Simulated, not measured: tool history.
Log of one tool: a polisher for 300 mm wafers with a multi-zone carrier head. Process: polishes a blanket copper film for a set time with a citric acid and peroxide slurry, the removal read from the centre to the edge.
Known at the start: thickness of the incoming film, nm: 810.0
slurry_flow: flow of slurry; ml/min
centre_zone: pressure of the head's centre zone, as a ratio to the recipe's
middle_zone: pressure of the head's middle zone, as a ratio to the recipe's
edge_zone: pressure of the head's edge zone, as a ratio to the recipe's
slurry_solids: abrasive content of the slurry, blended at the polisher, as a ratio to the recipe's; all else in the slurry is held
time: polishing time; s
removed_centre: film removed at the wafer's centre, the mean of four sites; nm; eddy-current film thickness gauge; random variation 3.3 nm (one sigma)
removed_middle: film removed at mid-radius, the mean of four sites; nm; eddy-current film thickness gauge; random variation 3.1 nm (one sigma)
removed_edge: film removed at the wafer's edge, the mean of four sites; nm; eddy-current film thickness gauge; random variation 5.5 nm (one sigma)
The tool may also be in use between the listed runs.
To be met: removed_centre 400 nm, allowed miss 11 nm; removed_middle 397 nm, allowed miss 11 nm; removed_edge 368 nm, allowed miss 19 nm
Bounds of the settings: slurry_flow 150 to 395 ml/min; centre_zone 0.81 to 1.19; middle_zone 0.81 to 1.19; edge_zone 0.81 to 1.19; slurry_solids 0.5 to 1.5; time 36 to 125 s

run 1 day=0 | slurry_flow=250 centre_zone=1 middle_zone=1 edge_zone=1 slurry_solids=1 time=80 | removed_centre=285.94 removed_middle=284.31 removed_edge=285.24
run 2 day=0.35 | slurry_flow=250 centre_zone=1.04 middle_zone=1 edge_zone=1 slurry_solids=1 time=80 | removed_centre=299.98 removed_middle=287.65 removed_edge=284.19
run 3 day=0.588 | slurry_flow=250 centre_zone=0.96 middle_zone=1 edge_zone=1 slurry_solids=1 time=80 | removed_centre=279.14 removed_middle=285.93 removed_edge=283.98
run 4 day=0.771 | slurry_flow=270 centre_zone=1.02 middle_zone=1.05 edge_zone=1.04 slurry_solids=1.15 time=82 | removed_centre=309.63 removed_middle=312.85 removed_edge=298.66
run 5 day=1.046 | slurry_flow=270 centre_zone=1.04 middle_zone=1.07 edge_zone=1.06 slurry_solids=1.25 time=86 | removed_centre=338.01 removed_middle=345.66 removed_edge=335.34
run 6 day=1.121 | slurry_flow=275 centre_zone=1.08 middle_zone=1.1 edge_zone=1.07 slurry_solids=1.35 time=86 | removed_centre=366.17 removed_middle=354.73 removed_edge=344.29
run 7 day=1.404 | slurry_flow=285 centre_zone=1.09 middle_zone=1.13 edge_zone=1.08 slurry_solids=1.4 time=86 | removed_centre=373.14 removed_middle=363.8 removed_edge=353.2
run 8 day=1.688 | slurry_flow=295 centre_zone=1.09 middle_zone=1.15 edge_zone=1.07 slurry_solids=1.45 time=87 | removed_centre=382.81 removed_middle=385.66 removed_edge=356.18
run 9 day=1.775 | slurry_flow=305 centre_zone=1.1 middle_zone=1.15 edge_zone=1.08 slurry_solids=1.45 time=87 | removed_centre=383.88 removed_middle=375.1 removed_edge=350.3

4 next moves are on the table. One of them brings every result within its allowed miss. Which?
run A day=1.862 | slurry_flow=270 centre_zone=1.14 middle_zone=1.17 edge_zone=1.1 slurry_solids=1.35 time=91 | removed_centre=? removed_middle=? removed_edge=?
run B day=1.862 | slurry_flow=375 centre_zone=1.11 middle_zone=1.19 edge_zone=0.93 slurry_solids=1.3 time=84 | removed_centre=? removed_middle=? removed_edge=?
run C day=1.862 | slurry_flow=260 centre_zone=1.18 middle_zone=1.06 edge_zone=1.19 slurry_solids=1.5 time=85 | removed_centre=? removed_middle=? removed_edge=?
run D day=1.862 | slurry_flow=310 centre_zone=1.18 middle_zone=1.14 edge_zone=1.04 slurry_solids=1.45 time=82 | removed_centre=? removed_middle=? removed_edge=?

move=A removed_centre=408.69 removed_middle=387.68 removed_edge=355.75
move=B removed_centre=374.99 removed_middle=368.9 removed_edge=306.07
move=C removed_centre=403.74 removed_middle=345.18 removed_edge=354.58
move=D removed_centre=393.22 removed_middle=353.19 removed_edge=320.27
A: meets every target
B: further off than the last run
C: further off than the last run
D: further off than the last run
Answer: A
